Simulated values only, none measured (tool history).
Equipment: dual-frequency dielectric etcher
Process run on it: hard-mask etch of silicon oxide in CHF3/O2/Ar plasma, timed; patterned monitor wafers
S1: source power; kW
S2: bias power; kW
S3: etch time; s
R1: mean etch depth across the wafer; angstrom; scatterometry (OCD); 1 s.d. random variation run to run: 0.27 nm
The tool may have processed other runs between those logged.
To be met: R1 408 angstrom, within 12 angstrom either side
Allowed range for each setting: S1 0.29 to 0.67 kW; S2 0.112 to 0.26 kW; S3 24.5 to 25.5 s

run,hour,S1,S2,S3,R1
1,0,0.48,0.186,24.5,470.34
2,3.4,0.48,0.21,24.5,481.65
3,10.7,0.44,0.202,24.5,472.18
4,19.6,0.4,0.185,24.5,443.9
5,28.6,0.47,0.185,24.5,470.05
6,33.9,0.39,0.185,24.5,438.56
7,42.4,0.37,0.182,24.5,425.79
8,44,0.36,0.18,24.5,421.94

Exactly one of the 4 candidate moves below puts every result within its allowed miss. Which one?
A,45.6,0.39,0.186,25,?
B,45.6,0.37,0.175,25.5,?
C,45.6,0.33,0.191,24.5,?
D,45.6,0.37,0.2,24.5,?

move,R1
A,441.86
B,435.57
C,407.5
D,430.97
A: lands further from the targets than the last run did
B: lands further from the targets than the last run did
C: meets every target
D: lands further from the targets than the last run did
C is the move that brings every result within its allowed miss.
